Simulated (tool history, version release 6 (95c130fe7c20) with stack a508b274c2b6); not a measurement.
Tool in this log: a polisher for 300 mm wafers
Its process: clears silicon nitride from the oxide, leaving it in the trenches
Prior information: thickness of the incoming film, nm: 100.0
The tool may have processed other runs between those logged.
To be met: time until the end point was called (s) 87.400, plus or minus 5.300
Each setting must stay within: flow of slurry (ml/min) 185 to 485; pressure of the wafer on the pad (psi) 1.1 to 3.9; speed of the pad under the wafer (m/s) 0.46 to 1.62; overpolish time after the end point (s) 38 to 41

run  hour  flow of slurry (ml/min)  pressure of the wafer on the pad (psi)  speed of the pad under the wafer (m/s)  overpolish time after the end point (s)  time until the end point was called (s)
  1   0.0                      310                                     2.5                                    1.04                                       38                                  129.910
  2   3.1                      310                                     2.5                                    0.84                                       38                                  147.840
  3   7.6                      310                                     2.5                                    0.68                                       38                                  164.410
  4   8.9                      310                                     2.7                                    0.70                                       38                                  154.720
  5  16.1                      310                                     2.9                                    0.74                                       38                                  135.880
  6  19.6                      310                                     2.9                                    0.66                                       38                                  145.800
  7  25.6                      310                                     3.1                                    0.70                                       38                                  131.990
  8  31.8                      310                                     3.1                                    0.70                                       38                                  130.870
  9  38.9                      310                                     3.2                                    0.72                                       38                                  127.390

Of the 5 settings listed for the next run, only one would bring every result within its allowed miss of target. Which one?
  A  46.0                      185                                     2.4                                    0.54                                       38                                        ?
  B  46.0                      285                                     3.9                                    1.40                                       41                                        ?
  C  46.0                      355                                     3.6                                    0.84                                       38                                        ?
  D  46.0                      330                                     2.8                                    0.46                                       39                                        ?
  E  46.0                      330                                     3.9                                    0.94                                       38                                        ?

move  time until the end point was called (s)
   A                                  201.310
   B                                   69.709
   C                                  101.870
   D                                  175.550
   E                                   88.756
A: further off than the last run
B: the result that was furthest off in the last run now lies on the other side of its target
C: closer than the last run, but not yet in spec
D: further off than the last run
E: each result inside its tolerance
So the answer is move E, the one that meets all the targets.
